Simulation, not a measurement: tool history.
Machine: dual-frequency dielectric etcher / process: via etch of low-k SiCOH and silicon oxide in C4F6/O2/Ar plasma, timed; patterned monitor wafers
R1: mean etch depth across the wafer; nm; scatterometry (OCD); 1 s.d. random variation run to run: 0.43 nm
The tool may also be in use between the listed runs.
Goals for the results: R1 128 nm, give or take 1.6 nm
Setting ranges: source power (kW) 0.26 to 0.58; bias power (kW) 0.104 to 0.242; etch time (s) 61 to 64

Run 1, day 0: source power (kW) 0.42, bias power (kW) 0.173, etch time (s) 61. Result: R1 152.17 nm.
Run 2, day 0.108: source power (kW) 0.45, bias power (kW) 0.173, etch time (s) 61. Result: R1 155.97 nm.
Run 3, day 0.246: source power (kW) 0.52, bias power (kW) 0.173, etch time (s) 61. Result: R1 164.87 nm.
Run 4, day 0.271: source power (kW) 0.52, bias power (kW) 0.186, etch time (s) 61. Result: R1 165.95 nm.
At day 0.629: bias power generator calibrated.
Run 5, day 0.629: source power (kW) 0.48, bias power (kW) 0.186, etch time (s) 61. Result: R1 160.89 nm.
Run 6, day 0.979: source power (kW) 0.44, bias power (kW) 0.174, etch time (s) 61. Result: R1 152.75 nm.
Run 7, day 1.058: source power (kW) 0.41, bias power (kW) 0.17, etch time (s) 61. Result: R1 148.86 nm.
Run 8, day 1.179: source power (kW) 0.38, bias power (kW) 0.166, etch time (s) 61. Result: R1 144.27 nm.
Run 9, day 1.517: source power (kW) 0.36, bias power (kW) 0.163, etch time (s) 61. Result: R1 139.58 nm.
Run 10, day 1.838: source power (kW) 0.34, bias power (kW) 0.162, etch time (s) 61. Result: R1 137.13 nm.
Run 11, day 2.133: source power (kW) 0.26, bias power (kW) 0.158, etch time (s) 61. Result: R1 123.06 nm.
Run 12, day 2.458: source power (kW) 0.27, bias power (kW) 0.158, etch time (s) 61. Result: R1 125.19 nm.

Pick the move, out of 4, that brings all results within their allowed miss; only one does.
Run A, day 2.783: source power (kW) 0.26, bias power (kW) 0.162, etch time (s) 61. Result: R1 ?.
Run B, day 2.783: source power (kW) 0.26, bias power (kW) 0.149, etch time (s) 64. Result: R1 ?.
Run C, day 2.783: source power (kW) 0.26, bias power (kW) 0.136, etch time (s) 62. Result: R1 ?.
Run D, day 2.783: source power (kW) 0.26, bias power (kW) 0.153, etch time (s) 61. Result: R1 ?.

move      R1
   A  123.52
   B  127.74
   C  121.92
   D   122.3
A: further off than the last run
B: hits every target within its allowed miss
C: further off than the last run
D: further off than the last run
Correct choice: B, which meets every target
